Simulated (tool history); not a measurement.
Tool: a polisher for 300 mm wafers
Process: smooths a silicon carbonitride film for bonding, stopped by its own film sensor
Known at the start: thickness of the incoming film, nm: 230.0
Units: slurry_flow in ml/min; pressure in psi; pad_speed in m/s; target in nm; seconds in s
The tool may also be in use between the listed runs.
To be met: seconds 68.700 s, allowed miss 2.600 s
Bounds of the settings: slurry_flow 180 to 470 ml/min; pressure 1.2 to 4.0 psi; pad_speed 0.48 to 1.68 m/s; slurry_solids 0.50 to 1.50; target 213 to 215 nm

| run | hour | slurry_flow | pressure | pad_speed | slurry_solids | target | seconds |
|---|---|---|---|---|---|---|---|
| 1 | 0.0 | 300 | 2.6 | 1.08 | 1.00 | 213 | 56.282 |
| 2 | 4.1 | 245 | 2.6 | 1.08 | 1.00 | 213 | 56.516 |
| 3 | 8.9 | 245 | 2.6 | 1.08 | 0.85 | 213 | 59.621 |
| 4 | 17.4 | 245 | 2.6 | 1.24 | 0.85 | 213 | 54.812 |
| 5 | 19.1 | 245 | 2.5 | 1.24 | 0.85 | 213 | 56.762 |
| 6 | 24.2 | 245 | 2.4 | 1.24 | 0.85 | 213 | 58.526 |
| 7 | 28.0 | 245 | 2.3 | 1.24 | 0.85 | 213 | 61.445 |
| 8 | 32.4 | 245 | 2.2 | 1.24 | 0.85 | 213 | 63.449 |

4 next moves are on the table. One of them brings every result within its allowed miss. Which?
| A | 36.8 | 200 | 2.2 | 1.18 | 0.90 | 215 | ? |
| B | 36.8 | 250 | 1.9 | 1.20 | 0.85 | 213 | ? |
| C | 36.8 | 200 | 1.9 | 1.28 | 0.85 | 213 | ? |
| D | 36.8 | 210 | 2.0 | 1.34 | 0.80 | 213 | ? |

| move | seconds |
|---|---|
| A | 59.190 |
| B | 75.099 |
| C | 73.587 |
| D | 68.202 |
A: further off than the last run
B: takes the result that was furthest off past its target
C: takes the result that was furthest off past its target
D: meets every target
The right move is D.
